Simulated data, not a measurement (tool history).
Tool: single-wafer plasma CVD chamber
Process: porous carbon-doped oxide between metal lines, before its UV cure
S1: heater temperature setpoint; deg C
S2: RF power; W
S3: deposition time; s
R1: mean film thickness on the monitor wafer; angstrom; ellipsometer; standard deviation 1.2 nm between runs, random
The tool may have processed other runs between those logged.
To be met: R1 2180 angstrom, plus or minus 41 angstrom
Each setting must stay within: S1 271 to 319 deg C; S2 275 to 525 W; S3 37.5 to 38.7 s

run	hour	S1	S2	S3	R1
1	0	295	400	37.5	1942.1
2	6.8	295	400	37.5	1945.5
3	12.3	295	360	37.5	1739.5
4	20.6	292	365	37.5	1796.2
5	28.1	290	370	37.5	1849.1
6	36.8	297	370	37.5	1774.6
7	43	294	375	37.5	1818.8
8	43.5	291	380	37.5	1887.9
9	47.5	289	380	37.5	1904.9
10	54.7	287	385	37.5	1969.1

Exercise: of the 5 proposed moves below, exactly one satisfies all targets within the stated allowed misses. Which move is it?
A	61.9	285	345	37.5	?
B	61.9	285	405	38.7	?
C	61.9	291	360	37.5	?
D	61.9	293	340	37.5	?
E	61.9	289	335	38.1	?

move	R1
A	1772.1
B	2149.4
C	1775.8
D	1650.8
E	1696.5
A: lands further from the targets than the last run did
B: meets every target
C: lands further from the targets than the last run did
D: lands further from the targets than the last run did
E: lands further from the targets than the last run did
The move that meets every target is B.

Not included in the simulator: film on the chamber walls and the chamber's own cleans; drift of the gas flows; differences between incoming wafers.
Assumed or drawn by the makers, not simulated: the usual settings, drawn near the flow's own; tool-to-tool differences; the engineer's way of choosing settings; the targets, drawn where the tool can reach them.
